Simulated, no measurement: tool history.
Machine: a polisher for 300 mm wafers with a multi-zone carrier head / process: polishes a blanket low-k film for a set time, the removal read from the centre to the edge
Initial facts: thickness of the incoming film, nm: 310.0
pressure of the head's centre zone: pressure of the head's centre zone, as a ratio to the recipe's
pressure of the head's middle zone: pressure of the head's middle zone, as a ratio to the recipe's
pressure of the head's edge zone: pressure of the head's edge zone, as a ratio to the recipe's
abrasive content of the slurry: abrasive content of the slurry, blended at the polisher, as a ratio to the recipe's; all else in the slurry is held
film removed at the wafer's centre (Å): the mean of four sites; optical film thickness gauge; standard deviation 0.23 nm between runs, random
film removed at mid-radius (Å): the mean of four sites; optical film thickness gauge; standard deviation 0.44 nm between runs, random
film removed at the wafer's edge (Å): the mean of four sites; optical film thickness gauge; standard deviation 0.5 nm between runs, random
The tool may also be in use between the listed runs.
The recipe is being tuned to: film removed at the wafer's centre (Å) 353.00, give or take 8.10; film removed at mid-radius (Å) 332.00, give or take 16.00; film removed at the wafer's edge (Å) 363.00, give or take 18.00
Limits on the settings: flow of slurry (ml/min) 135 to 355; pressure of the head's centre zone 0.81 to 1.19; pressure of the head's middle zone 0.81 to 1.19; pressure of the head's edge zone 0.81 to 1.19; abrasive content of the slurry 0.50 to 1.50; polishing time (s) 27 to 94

run    day  flow of slurry (ml/min)  pressure of the head's centre zone  pressure of the head's middle zone  pressure of the head's edge zone  abrasive content of the slurry  polishing time (s)  film removed at the wafer's centre (Å)  film removed at mid-radius (Å)  film removed at the wafer's edge (Å)
  1  0.000                      225                                1.00                                1.00                              1.00                            1.00                  60                                  225.89                          229.99                                228.48
  2  0.129                      225                                1.00                                0.95                              1.00                            1.00                  60                                  226.19                          221.02                                228.69
  3  0.167                      230                                1.02                                0.96                              1.05                            1.15                  63                                  256.39                          243.04                                264.14
  4  0.450                      240                                1.04                                1.00                              1.08                            1.25                  65                                  280.99                          272.97                                290.50
  5  0.812                      240                                1.04                                1.00                              1.08                            1.25                  58                                  248.99                          251.71                                250.87
  6  0.846                      240                                1.04                                1.00                              1.08                            1.25                  49                                  209.63                          205.91                                211.92
  7  0.988                      240                                1.06                                1.00                              1.11                            1.35                  55                                  248.59                          233.33                                249.28
  8  1.296                      245                                1.07                                1.01                              1.13                            1.40                  60                                  276.90                          262.36                                276.45
  9  1.362                      245                                1.07                                1.01                              1.14                            1.45                  64                                  298.37                          289.91                                304.36
 10  1.438                      250                                1.08                                1.00                              1.15                            1.45                  66                                  311.95                          292.77                                319.70
 11  1.750                      260                                1.09                                1.01                              1.16                            1.45                  67                                  320.92                          299.82                                316.94

Exercise: of the 4 proposed moves below, exactly one satisfies all targets within the stated allowed misses. Which move is it?
  A  2.062                      170                                0.99                                0.98                              1.10                            1.50                  91                                       ?                               ?                                     ?
  B  2.062                      255                                1.14                                1.00                              1.19                            1.35                  70                                       ?                               ?                                     ?
  C  2.062                      285                                0.99                                1.05                              1.19                            1.50                  79                                       ?                               ?                                     ?
  D  2.062                      260                                1.07                                0.99                              1.16                            1.50                  74                                       ?                               ?                                     ?

move  film removed at the wafer's centre (Å)  film removed at mid-radius (Å)  film removed at the wafer's edge (Å)
   A                                  375.52                          386.22                                423.31
   B                                  340.86                          307.66                                340.47
   C                                  351.77                          380.36                                402.12
   D                                  351.97                          335.56                                369.25
A: pushes the last run's worst result past its target
B: moves toward the targets from the last run without getting all of them in spec
C: corrects the largest miss of the last run, while another result sits out of spec
D: hits every target within its allowed miss
D is the move that brings every result within its allowed miss.
